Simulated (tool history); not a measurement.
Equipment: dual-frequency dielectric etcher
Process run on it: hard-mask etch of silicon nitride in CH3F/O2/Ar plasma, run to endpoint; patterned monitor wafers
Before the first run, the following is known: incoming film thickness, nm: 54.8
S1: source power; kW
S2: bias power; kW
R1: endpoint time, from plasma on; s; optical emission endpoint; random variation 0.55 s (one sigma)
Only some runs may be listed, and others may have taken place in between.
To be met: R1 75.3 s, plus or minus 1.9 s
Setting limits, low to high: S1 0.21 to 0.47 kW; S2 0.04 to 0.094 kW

Run 1, hour 0: S1 0.34 kW, S2 0.067 kW. Result: R1 89.833 s.
Run 2, hour 1.9: S1 0.34 kW, S2 0.056 kW. Result: R1 94.171 s.
Run 3, hour 2.7: S1 0.34 kW, S2 0.062 kW. Result: R1 91.026 s.
Run 4, hour 9.6: S1 0.36 kW, S2 0.062 kW. Result: R1 88.047 s.
Run 5, hour 17.4: S1 0.36 kW, S2 0.066 kW. Result: R1 85.833 s.
At hour 23.7: source power generator calibrated.
Run 6, hour 23.7: S1 0.36 kW, S2 0.056 kW. Result: R1 91.798 s.
Run 7, hour 25.5: S1 0.37 kW, S2 0.058 kW. Result: R1 90.771 s.
Run 8, hour 27.2: S1 0.38 kW, S2 0.061 kW. Result: R1 87.598 s.
Run 9, hour 28.4: S1 0.39 kW, S2 0.063 kW. Result: R1 84.962 s.

Exercise: of the 5 proposed moves below, exactly one satisfies all targets within the stated allowed misses. Which move is it?
Run A, hour 29.6: S1 0.38 kW, S2 0.046 kW. Result: R1 ?.
Run B, hour 29.6: S1 0.33 kW, S2 0.076 kW. Result: R1 ?.
Run C, hour 29.6: S1 0.39 kW, S2 0.069 kW. Result: R1 ?.
Run D, hour 29.6: S1 0.39 kW, S2 0.09 kW. Result: R1 ?.
Run E, hour 29.6: S1 0.47 kW, S2 0.085 kW. Result: R1 ?.

move      R1
   A  95.418
   B  88.792
   C  83.465
   D  76.562
   E  70.892
A: misses by more than the last run did
B: misses by more than the last run did
C: better than the last run, though not everything is in spec
D: all results in spec
E: the result that was furthest off in the last run now lies on the other side of its target
The move that meets every target is D.
